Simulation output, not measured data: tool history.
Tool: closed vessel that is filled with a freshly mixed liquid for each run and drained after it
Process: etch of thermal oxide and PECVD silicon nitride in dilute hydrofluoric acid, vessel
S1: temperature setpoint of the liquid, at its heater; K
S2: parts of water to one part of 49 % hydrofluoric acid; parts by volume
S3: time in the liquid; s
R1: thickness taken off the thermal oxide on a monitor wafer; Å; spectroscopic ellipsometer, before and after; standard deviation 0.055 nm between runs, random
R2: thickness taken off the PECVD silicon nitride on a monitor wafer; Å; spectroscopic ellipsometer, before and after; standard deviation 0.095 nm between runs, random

run    day      S1  S2   S3       R1       R2
  1  0.000  297.15  60  125  113.560  115.450
  2  0.112  297.15  50  125  138.990  137.470
  3  0.283  294.15  50  125  122.910  112.430
  4  0.621  295.65  60  130  111.460  108.830
  5  0.779  295.65  70  130   94.771   94.253
  6  1.071  292.15  70  130   81.921   71.786
  7  1.262  294.15  75  130   83.181   78.196
  8  1.488  295.65  80  130   81.306   82.138
  9  1.671  296.65  80  130   85.007   85.260
     1.975  -- thermometer replaced
 10  1.975  298.15  85  130   80.367   83.551
 11  2.125  299.65  85  130   84.989   91.612

Run 12 comes next. What will it give?
 12  2.358  300.65  85  130   ?   ?

R1: 88.416 Å
R2: 99.037 Å
